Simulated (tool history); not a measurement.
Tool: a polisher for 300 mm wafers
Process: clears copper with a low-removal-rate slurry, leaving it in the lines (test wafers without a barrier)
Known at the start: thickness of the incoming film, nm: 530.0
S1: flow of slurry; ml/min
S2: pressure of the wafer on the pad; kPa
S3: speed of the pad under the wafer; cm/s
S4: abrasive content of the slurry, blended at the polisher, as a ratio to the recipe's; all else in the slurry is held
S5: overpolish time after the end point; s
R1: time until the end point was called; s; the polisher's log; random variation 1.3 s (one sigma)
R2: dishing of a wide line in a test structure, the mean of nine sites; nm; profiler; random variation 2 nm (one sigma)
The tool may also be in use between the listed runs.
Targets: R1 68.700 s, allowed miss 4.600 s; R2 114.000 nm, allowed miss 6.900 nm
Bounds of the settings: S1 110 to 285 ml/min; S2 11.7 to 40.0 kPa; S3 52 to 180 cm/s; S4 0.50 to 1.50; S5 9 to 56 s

{"run": 1, "hour": 0.0, "S1": 180, "S2": 25.5, "S3": 116, "S4": 1.0, "S5": 29, "R1": 125.72, "R2": 64.766}
{"run": 2, "hour": 8.4, "S1": 180, "S2": 29.0, "S3": 118, "S4": 1.0, "S5": 30, "R1": 105.96, "R2": 71.92}
{"run": 3, "hour": 15.4, "S1": 180, "S2": 29.0, "S3": 118, "S4": 1.0, "S5": 39, "R1": 109.16, "R2": 80.253}
{"run": 4, "hour": 21.3, "S1": 180, "S2": 29.0, "S3": 118, "S4": 0.9, "S5": 39, "R1": 110.45, "R2": 79.912}
{"run": 5, "hour": 29.7, "S1": 180, "S2": 31.7, "S3": 120, "S4": 0.9, "S5": 40, "R1": 103.9, "R2": 89.22}
{"run": 6, "hour": 30.7, "S1": 180, "S2": 31.7, "S3": 120, "S4": 1.1, "S5": 40, "R1": 92.544, "R2": 88.983}
{"run": 7, "hour": 39.2, "S1": 180, "S2": 31.7, "S3": 120, "S4": 1.1, "S5": 40, "R1": 93.98, "R2": 90.222}
{"hour": 44.1, "done": "slurry nozzle cleaned"}
{"run": 8, "hour": 44.1, "S1": 180, "S2": 33.8, "S3": 122, "S4": 1.1, "S5": 40, "R1": 84.272, "R2": 98.382}
{"run": 9, "hour": 49.6, "S1": 180, "S2": 35.2, "S3": 122, "S4": 1.1, "S5": 40, "R1": 82.079, "R2": 97.647}
{"run": 10, "hour": 55.2, "S1": 180, "S2": 36.5, "S3": 124, "S4": 1.1, "S5": 41, "R1": 77.654, "R2": 101.33}

Which of these 4 next moves meets every target?
{"run": "A", "hour": 60.8, "S1": 260, "S2": 40.0, "S3": 114, "S4": 1.25, "S5": 50, "R1": "?", "R2": "?"}
{"run": "B", "hour": 60.8, "S1": 190, "S2": 35.2, "S3": 116, "S4": 1.05, "S5": 27, "R1": "?", "R2": "?"}
{"run": "C", "hour": 60.8, "S1": 185, "S2": 35.9, "S3": 130, "S4": 0.95, "S5": 53, "R1": "?", "R2": "?"}
{"run": "D", "hour": 60.8, "S1": 215, "S2": 36.5, "S3": 104, "S4": 1.1, "S5": 39, "R1": "?", "R2": "?"}

move=A R1=69.943 R2=114.540
move=B R1=84.760 R2=78.742
move=C R1=77.678 R2=110.770
move=D R1=86.929 R2=94.780
A: meets every target
B: further off than the last run
C: as far off as the last run
D: further off than the last run
The right move is A.
